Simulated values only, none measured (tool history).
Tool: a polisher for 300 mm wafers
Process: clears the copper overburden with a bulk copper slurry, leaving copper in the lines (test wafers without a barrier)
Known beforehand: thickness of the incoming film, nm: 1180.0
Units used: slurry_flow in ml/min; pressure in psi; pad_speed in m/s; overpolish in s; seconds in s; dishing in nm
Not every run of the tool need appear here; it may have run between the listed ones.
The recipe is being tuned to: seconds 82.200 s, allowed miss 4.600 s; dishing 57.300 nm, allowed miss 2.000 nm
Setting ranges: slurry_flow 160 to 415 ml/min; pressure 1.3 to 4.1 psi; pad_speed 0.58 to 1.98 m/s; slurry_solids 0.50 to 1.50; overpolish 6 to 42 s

| run | day | slurry_flow | pressure | pad_speed | slurry_solids | overpolish | seconds | dishing |
|---|---|---|---|---|---|---|---|---|
| 1 | 0.000 | 265 | 2.7 | 1.28 | 1.00 | 21 | 107.140 | 97.762 |
| 2 | 0.100 | 265 | 2.7 | 0.98 | 1.00 | 21 | 138.960 | 89.400 |
| 3 | 0.312 | 265 | 3.3 | 0.98 | 1.00 | 21 | 124.100 | 96.384 |
| 4 | 0.667 | 265 | 3.3 | 0.98 | 0.80 | 21 | 122.510 | 96.685 |
|  | 0.912 | head pressure recalibrated |
| 5 | 0.912 | 265 | 3.3 | 0.98 | 0.80 | 16 | 118.700 | 88.078 |
| 6 | 0.942 | 265 | 3.1 | 0.98 | 0.80 | 16 | 118.160 | 84.785 |
| 7 | 1.150 | 290 | 2.4 | 1.34 | 0.95 | 6 | 101.900 | 46.993 |
| 8 | 1.308 | 285 | 2.6 | 1.36 | 0.95 | 6 | 93.861 | 50.731 |
| 9 | 1.388 | 280 | 2.7 | 1.38 | 0.95 | 6 | 93.831 | 52.090 |
| 10 | 1.712 | 280 | 2.8 | 1.40 | 0.95 | 6 | 91.446 | 55.073 |
| 11 | 1.800 | 290 | 2.8 | 1.42 | 0.95 | 6 | 89.458 | 54.148 |
| 12 | 2.175 | 290 | 2.8 | 1.44 | 0.95 | 6 | 87.375 | 54.486 |

Next run, 4 choices. One meets every target within its allowed miss, the rest don't. Which?
| A | 2.550 | 260 | 2.7 | 1.36 | 1.00 | 6 | ? | ? |
| B | 2.550 | 265 | 3.0 | 1.48 | 0.90 | 6 | ? | ? |
| C | 2.550 | 275 | 2.3 | 1.52 | 0.90 | 6 | ? | ? |
| D | 2.550 | 305 | 3.1 | 1.28 | 0.95 | 6 | ? | ? |

| move | seconds | dishing |
|---|---|---|
| A | 96.007 | 52.025 |
| B | 84.095 | 57.800 |
| C | 95.682 | 51.703 |
| D | 93.220 | 53.610 |
A: lands further from the targets than the last run did
B: hits every target within its allowed miss
C: lands further from the targets than the last run did
D: lands further from the targets than the last run did
B is the move that brings every result within its allowed miss.

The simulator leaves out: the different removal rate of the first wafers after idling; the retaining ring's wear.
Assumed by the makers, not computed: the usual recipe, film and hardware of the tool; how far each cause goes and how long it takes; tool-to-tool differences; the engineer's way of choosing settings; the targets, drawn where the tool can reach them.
